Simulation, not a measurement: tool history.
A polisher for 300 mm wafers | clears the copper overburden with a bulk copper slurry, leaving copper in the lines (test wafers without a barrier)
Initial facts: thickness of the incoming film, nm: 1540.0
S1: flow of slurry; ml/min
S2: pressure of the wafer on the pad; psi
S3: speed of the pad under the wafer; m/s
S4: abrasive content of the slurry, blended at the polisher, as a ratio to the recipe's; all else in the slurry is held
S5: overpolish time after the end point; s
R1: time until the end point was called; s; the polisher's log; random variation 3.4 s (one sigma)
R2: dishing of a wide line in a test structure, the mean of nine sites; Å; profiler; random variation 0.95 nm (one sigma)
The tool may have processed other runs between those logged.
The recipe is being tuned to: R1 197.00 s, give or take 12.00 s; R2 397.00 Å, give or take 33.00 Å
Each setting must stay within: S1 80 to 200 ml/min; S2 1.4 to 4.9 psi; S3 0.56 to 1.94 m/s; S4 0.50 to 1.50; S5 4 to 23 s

Run 1, day 0.000: S1 130 ml/min, S2 3.1 psi, S3 1.24 m/s, S4 1.00, S5 12 s. Result: R1 121.99 s, R2 516.87 Å.
Run 2, day 0.312: S1 145 ml/min, S2 3.1 psi, S3 1.24 m/s, S4 1.00, S5 12 s. Result: R1 119.08 s, R2 515.79 Å.
Run 3, day 0.342: S1 145 ml/min, S2 2.9 psi, S3 1.24 m/s, S4 1.00, S5 12 s. Result: R1 124.40 s, R2 491.96 Å.
Run 4, day 0.658: S1 145 ml/min, S2 2.7 psi, S3 1.22 m/s, S4 1.00, S5 12 s. Result: R1 135.77 s, R2 493.51 Å.
Run 5, day 0.804: S1 145 ml/min, S2 2.7 psi, S3 1.22 m/s, S4 1.00, S5 17 s. Result: R1 136.82 s, R2 552.74 Å.
Run 6, day 1.046: S1 145 ml/min, S2 2.5 psi, S3 1.22 m/s, S4 1.00, S5 16 s. Result: R1 147.86 s, R2 520.81 Å.
Run 7, day 1.121: S1 145 ml/min, S2 2.4 psi, S3 1.22 m/s, S4 1.00, S5 15 s. Result: R1 146.52 s, R2 516.91 Å.
At day 1.358: worn pad replaced by a new one.
Run 8, day 1.358: S1 140 ml/min, S2 1.5 psi, S3 1.12 m/s, S4 1.00, S5 9 s. Result: R1 226.50 s, R2 312.36 Å.
Run 9, day 1.621: S1 140 ml/min, S2 1.6 psi, S3 1.12 m/s, S4 1.00, S5 10 s. Result: R1 213.05 s, R2 328.99 Å.
Run 10, day 1.692: S1 140 ml/min, S2 1.6 psi, S3 1.12 m/s, S4 1.00, S5 11 s. Result: R1 210.73 s, R2 365.13 Å.

Exercise: of the 5 proposed moves below, exactly one satisfies all targets within the stated allowed misses. Which move is it?
Run A, day 1.762: S1 150 ml/min, S2 1.9 psi, S3 1.08 m/s, S4 0.95, S5 12 s. Result: R1 ?, R2 ?.
Run B, day 1.762: S1 120 ml/min, S2 1.4 psi, S3 1.16 m/s, S4 1.15, S5 11 s. Result: R1 ?, R2 ?.
Run C, day 1.762: S1 160 ml/min, S2 1.4 psi, S3 1.26 m/s, S4 1.10, S5 8 s. Result: R1 ?, R2 ?.
Run D, day 1.762: S1 105 ml/min, S2 2.1 psi, S3 0.90 m/s, S4 0.95, S5 14 s. Result: R1 ?, R2 ?.
Run E, day 1.762: S1 120 ml/min, S2 1.6 psi, S3 1.04 m/s, S4 0.90, S5 14 s. Result: R1 ?, R2 ?.

move      R1      R2
   A  194.13  408.91
   B  225.94  350.59
   C  200.35  311.09
   D  229.08  410.07
   E  241.38  389.90
A: meets every target
B: its largest miss is bigger than the last run's
C: puts the biggest miss on target and leaves a different result outside tolerance
D: its largest miss is bigger than the last run's
E: its largest miss is bigger than the last run's
Move A is the one to make.

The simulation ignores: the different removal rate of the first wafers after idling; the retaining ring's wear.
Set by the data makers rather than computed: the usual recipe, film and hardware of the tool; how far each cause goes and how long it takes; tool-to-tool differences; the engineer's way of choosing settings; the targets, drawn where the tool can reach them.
